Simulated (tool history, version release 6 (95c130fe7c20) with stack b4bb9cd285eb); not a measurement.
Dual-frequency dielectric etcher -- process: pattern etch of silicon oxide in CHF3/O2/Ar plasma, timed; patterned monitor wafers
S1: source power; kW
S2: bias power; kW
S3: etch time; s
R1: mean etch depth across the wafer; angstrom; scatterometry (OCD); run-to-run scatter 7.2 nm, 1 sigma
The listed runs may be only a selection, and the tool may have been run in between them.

run 1 hour=0 | S1=0.65 S2=0.197 S3=766.5 | R1=16692
run 2 hour=7.8 | S1=0.65 S2=0.163 S3=766.5 | R1=15420
run 3 hour=13.1 | S1=0.72 S2=0.163 S3=766.5 | R1=16090
run 4 hour=14.7 | S1=0.72 S2=0.128 S3=766.5 | R1=14802
run 5 hour=23.6 | S1=0.74 S2=0.135 S3=768 | R1=15352
run 6 hour=30 | S1=0.74 S2=0.135 S3=766.5 | R1=15271
run 7 hour=33 | S1=0.76 S2=0.141 S3=768 | R1=15655
run 8 hour=37.3 | S1=0.77 S2=0.147 S3=769.5 | R1=16046
run 9 hour=40.4 | S1=0.78 S2=0.151 S3=770.5 | R1=16298

Run 10 has not been measured yet. What should we expect?
run 10 hour=41.8 | S1=0.79 S2=0.155 S3=771.5 | R1=?

R1: 16437 angstrom

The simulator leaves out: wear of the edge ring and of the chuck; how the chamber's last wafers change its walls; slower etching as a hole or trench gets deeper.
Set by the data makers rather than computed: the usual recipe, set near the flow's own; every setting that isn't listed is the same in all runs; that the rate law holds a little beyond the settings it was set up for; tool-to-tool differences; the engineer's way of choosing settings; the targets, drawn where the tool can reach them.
